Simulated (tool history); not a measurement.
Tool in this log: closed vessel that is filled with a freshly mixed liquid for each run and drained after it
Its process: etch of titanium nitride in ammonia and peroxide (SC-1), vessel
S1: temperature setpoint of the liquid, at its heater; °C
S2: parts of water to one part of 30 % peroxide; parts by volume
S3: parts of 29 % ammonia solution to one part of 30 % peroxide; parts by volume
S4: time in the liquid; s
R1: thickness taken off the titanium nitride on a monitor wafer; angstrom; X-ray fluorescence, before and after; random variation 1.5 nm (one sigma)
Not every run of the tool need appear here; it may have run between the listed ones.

run	hour	S1	S2	S3	S4	R1
1	0.0	49.0	17.0	0.8	795	421.61
2	3.5	49.0	13.0	0.8	795	490.62
3	6.1	51.5	12.0	0.8	795	610.86
4	14.3	56.0	12.0	0.8	795	837.20
5	17.0	57.5	11.0	0.8	795	966.55
6	22.2	58.5	10.5	0.8	795	1048.70
7	24.9	59.5	10.0	0.8	795	1160.70

What does the tool deliver on the next run?
8	33.4	65.0	6.0	0.8	795	?

Logged for run 8: R1 2102.30 angstrom.
